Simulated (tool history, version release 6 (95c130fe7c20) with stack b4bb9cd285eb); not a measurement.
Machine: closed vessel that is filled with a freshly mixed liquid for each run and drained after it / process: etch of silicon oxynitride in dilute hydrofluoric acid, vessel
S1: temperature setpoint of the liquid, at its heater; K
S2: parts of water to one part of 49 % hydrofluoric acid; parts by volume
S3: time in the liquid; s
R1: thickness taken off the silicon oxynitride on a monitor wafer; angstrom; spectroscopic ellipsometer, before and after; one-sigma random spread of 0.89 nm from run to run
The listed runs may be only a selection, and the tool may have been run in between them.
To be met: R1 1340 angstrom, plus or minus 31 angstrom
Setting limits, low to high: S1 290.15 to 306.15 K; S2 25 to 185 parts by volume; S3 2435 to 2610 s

{"run": 1, "hour": 0.0, "S1": 298.15, "S2": 105, "S3": 2435, "R1": 390.11}
{"run": 2, "hour": 3.7, "S1": 300.15, "S2": 105, "S3": 2435, "R1": 436.07}
{"run": 3, "hour": 6.7, "S1": 300.15, "S2": 80, "S3": 2435, "R1": 584.5}
{"run": 4, "hour": 9.6, "S1": 302.15, "S2": 65, "S3": 2435, "R1": 786.64}
{"run": 5, "hour": 12.1, "S1": 303.65, "S2": 55, "S3": 2435, "R1": 1018.8}
{"run": 6, "hour": 15.6, "S1": 303.65, "S2": 55, "S3": 2610, "R1": 1080.1}
{"run": 7, "hour": 17.8, "S1": 304.65, "S2": 55, "S3": 2610, "R1": 1137}
{"run": 8, "hour": 19.5, "S1": 306.15, "S2": 45, "S3": 2610, "R1": 1522.3}
{"run": 9, "hour": 22.8, "S1": 305.65, "S2": 45, "S3": 2610, "R1": 1473.2}
{"hour": 28.1, "done": "hydrofluoric acid flow meter replaced"}
{"run": 10, "hour": 28.1, "S1": 303.65, "S2": 45, "S3": 2610, "R1": 1243.2}
{"run": 11, "hour": 36.7, "S1": 304.65, "S2": 45, "S3": 2610, "R1": 1298.4}

Exactly one of the 5 candidate moves below puts every result within its allowed miss. Which one?
{"run": "A", "hour": 45.3, "S1": 304.65, "S2": 45, "S3": 2500, "R1": "?"}
{"run": "B", "hour": 45.3, "S1": 304.65, "S2": 45, "S3": 2505, "R1": "?"}
{"run": "C", "hour": 45.3, "S1": 306.15, "S2": 45, "S3": 2530, "R1": "?"}
{"run": "D", "hour": 45.3, "S1": 304.65, "S2": 40, "S3": 2515, "R1": "?"}
{"run": "E", "hour": 45.3, "S1": 304.15, "S2": 45, "S3": 2600, "R1": "?"}

move=A R1=1237.8
move=B R1=1240.3
move=C R1=1342.1
move=D R1=1408.4
move=E R1=1257.9
A: misses by more than the last run did
B: misses by more than the last run did
C: every result within its allowed miss
D: pushes the last run's worst result past its target
E: misses by more than the last run did
The right move is C.
